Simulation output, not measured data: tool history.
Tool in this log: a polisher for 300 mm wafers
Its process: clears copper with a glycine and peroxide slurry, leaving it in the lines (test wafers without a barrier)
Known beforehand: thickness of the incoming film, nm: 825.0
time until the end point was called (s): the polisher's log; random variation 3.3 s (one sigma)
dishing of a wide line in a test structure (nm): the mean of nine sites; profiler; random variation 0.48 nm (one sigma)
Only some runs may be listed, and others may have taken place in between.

run,hour,flow of slurry (ml/min),pressure of the wafer on the pad (psi),speed of the pad under the wafer (m/s),overpolish time after the end point (s),time until the end point was called (s),dishing of a wide line in a test structure (nm)
1,0,205,3.4,0.8,20,146.48,47.761
2,2.1,205,3.4,0.64,20,175.96,45.196
3,5.3,195,3.2,0.66,19,180.27,43.349
4,9.2,195,3.8,0.66,19,158.85,45.12
5,14.5,230,3.8,0.66,19,153,46.836
6,23,230,3.8,0.66,12,157.61,35.899
7,25.5,220,3.7,0.66,11,157.41,32.993
8,29.2,210,3.6,0.66,10,168.09,30.774
9,36.1,200,3.5,0.66,10,167.94,30.217
10,37,195,3.4,0.66,10,174.61,29.717
11,44,190,3.3,0.66,10,176.73,29.8
12,51.6,185,3.2,0.66,10,180.66,28.301
13,56.5,185,3.1,0.66,10,188.6,27.393
14,63.5,185,3,0.66,10,187.85,27.894
15,70.3,130,2.7,0.58,6,247.75,15.25
16,78.2,135,2.7,0.58,6,242.33,14.788
17,84.3,140,2.7,0.58,6,245.34,14.961
18,85.1,145,2.7,0.58,6,244.94,15.099
19,89.6,150,2.7,0.58,6,248.25,15.562
20,97.1,155,2.7,0.58,6,233.92,14.559
21,102,155,2.8,0.58,6,230.08,16.158
22,109.9,155,3.3,0.54,16,221.02,36.484
23,112.2,155,3.2,0.56,16,212.5,35.441
24,119.4,125,2.2,0.78,6,229.1,15.703
25,125.6,130,2.2,0.78,6,233.78,15.332
26,127.7,135,2.2,0.78,6,231.05,15.466
27,131,140,2.2,0.78,6,224.46,15.877

What will run 28 give?
28,133.1,160,2.3,0.78,16,?,?

Logged for run 28: time until the end point was called (s) 215.9, dishing of a wide line in a test structure (nm) 35.715.
